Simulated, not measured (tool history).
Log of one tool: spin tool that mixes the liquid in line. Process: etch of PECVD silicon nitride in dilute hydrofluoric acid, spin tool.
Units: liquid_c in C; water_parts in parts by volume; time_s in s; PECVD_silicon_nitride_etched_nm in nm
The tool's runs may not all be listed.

run	hour	liquid_c	water_parts	time_s	PECVD_silicon_nitride_etched_nm
1	0.0	23.0	165	55	1.4847
2	2.8	25.5	135	55	2.1332
3	4.2	28.0	135	55	2.5020
4	8.6	25.5	135	55	2.1097
5	11.1	29.0	135	55	2.6538
# hour 20.1: hydrofluoric acid flow meter replaced
6	20.1	29.0	175	55	2.3091
7	23.3	29.5	140	55	2.9745
8	28.4	30.0	130	55	3.3389

Forecast run 9:
9	31.2	31.0	105	55	?

PECVD_silicon_nitride_etched_nm: 4.3956 nm
